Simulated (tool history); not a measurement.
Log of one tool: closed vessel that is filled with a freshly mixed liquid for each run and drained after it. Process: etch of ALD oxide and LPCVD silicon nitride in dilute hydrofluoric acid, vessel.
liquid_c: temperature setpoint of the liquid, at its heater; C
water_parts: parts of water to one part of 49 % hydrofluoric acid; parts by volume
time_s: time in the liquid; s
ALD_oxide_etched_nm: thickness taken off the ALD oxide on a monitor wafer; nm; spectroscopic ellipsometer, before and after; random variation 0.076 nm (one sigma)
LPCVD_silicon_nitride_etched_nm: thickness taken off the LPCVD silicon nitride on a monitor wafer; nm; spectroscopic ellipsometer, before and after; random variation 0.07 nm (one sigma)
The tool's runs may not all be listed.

| run | hour | liquid_c | water_parts | time_s | ALD_oxide_etched_nm | LPCVD_silicon_nitride_etched_nm |
|---|---|---|---|---|---|---|
| 1 | 0.0 | 24.0 | 110 | 60 | 8.4339 | 0.23488 |
| 2 | 5.9 | 24.0 | 95 | 60 | 9.8771 | 0.31691 |
| 3 | 8.9 | 24.0 | 95 | 85 | 14.0350 | 0.47541 |
| 4 | 10.4 | 24.0 | 125 | 85 | 10.3030 | 0.34472 |
| 5 | 17.0 | 26.0 | 125 | 85 | 11.1270 | 0.36766 |
| 6 | 20.9 | 28.0 | 125 | 85 | 11.9870 | 0.40771 |
| 7 | 25.8 | 28.0 | 125 | 85 | 11.9280 | 0.40978 |
| 8 | 27.9 | 29.0 | 110 | 85 | 14.3960 | 0.46213 |
| 9 | 34.1 | 30.0 | 100 | 85 | 16.6580 | 0.60219 |
| 10 | 36.9 | 30.5 | 90 | 85 | 19.2160 | 0.63432 |
| 11 | 43.8 | 32.0 | 70 | 85 | 26.8450 | 0.92948 |
| 12 | 48.4 | 31.5 | 70 | 85 | 26.3510 | 0.73682 |

Forecast run 13:
| 13 | 49.3 | 31.0 | 70 | 85 | ? | ? |

ALD_oxide_etched_nm: 25.9140 nm
LPCVD_silicon_nitride_etched_nm: 1.04060 nm
